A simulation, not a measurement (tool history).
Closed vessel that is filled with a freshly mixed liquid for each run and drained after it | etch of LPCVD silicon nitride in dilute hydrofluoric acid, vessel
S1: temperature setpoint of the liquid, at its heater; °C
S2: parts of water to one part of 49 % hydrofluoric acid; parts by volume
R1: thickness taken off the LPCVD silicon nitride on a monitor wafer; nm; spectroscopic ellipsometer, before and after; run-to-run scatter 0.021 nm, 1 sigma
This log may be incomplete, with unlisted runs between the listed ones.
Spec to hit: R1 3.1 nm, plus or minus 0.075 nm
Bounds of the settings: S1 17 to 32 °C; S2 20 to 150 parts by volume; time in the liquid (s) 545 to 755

run 1 hour=0 | S1=24 S2=85 time_in_the_liquid_(s)=755 | R1=4.8885
run 2 hour=2.2 | S1=24 S2=60 time_in_the_liquid_(s)=755 | R1=6.8099
run 3 hour=7.6 | S1=22 S2=70 time_in_the_liquid_(s)=755 | R1=5.1144
run 4 hour=9.9 | S1=22 S2=70 time_in_the_liquid_(s)=755 | R1=5.1143
run 5 hour=13 | S1=22 S2=45 time_in_the_liquid_(s)=755 | R1=7.8507
run 6 hour=15.2 | S1=21 S2=45 time_in_the_liquid_(s)=755 | R1=7.4183
run 7 hour=21 | S1=20 S2=55 time_in_the_liquid_(s)=755 | R1=5.7102
run 8 hour=29.6 | S1=19 S2=65 time_in_the_liquid_(s)=755 | R1=4.529
-- hour=33.6 hydrofluoric acid flow meter replaced
run 9 hour=33.6 | S1=17 S2=85 time_in_the_liquid_(s)=750 | R1=2.7467
run 10 hour=40.1 | S1=17.5 S2=85 time_in_the_liquid_(s)=750 | R1=2.8367
run 11 hour=45.6 | S1=18 S2=85 time_in_the_liquid_(s)=750 | R1=2.9397

Of the 5 settings listed for the next run, only one would bring every result within its allowed miss of target. Which one?
run A hour=51.1 | S1=20.5 S2=90 time_in_the_liquid_(s)=660 | R1=?
run B hour=51.1 | S1=17 S2=80 time_in_the_liquid_(s)=745 | R1=?
run C hour=51.1 | S1=20 S2=90 time_in_the_liquid_(s)=725 | R1=?
run D hour=51.1 | S1=17.5 S2=75 time_in_the_liquid_(s)=680 | R1=?
run E hour=51.1 | S1=22 S2=115 time_in_the_liquid_(s)=755 | R1=?

move=A R1=2.9152
move=B R1=2.8968
move=C R1=3.0949
move=D R1=2.9155
move=E R1=2.9018
A: its largest miss is bigger than the last run's
B: its largest miss is bigger than the last run's
C: every result within its allowed miss
D: its largest miss is bigger than the last run's
E: its largest miss is bigger than the last run's
Go with C: it meets all targets.
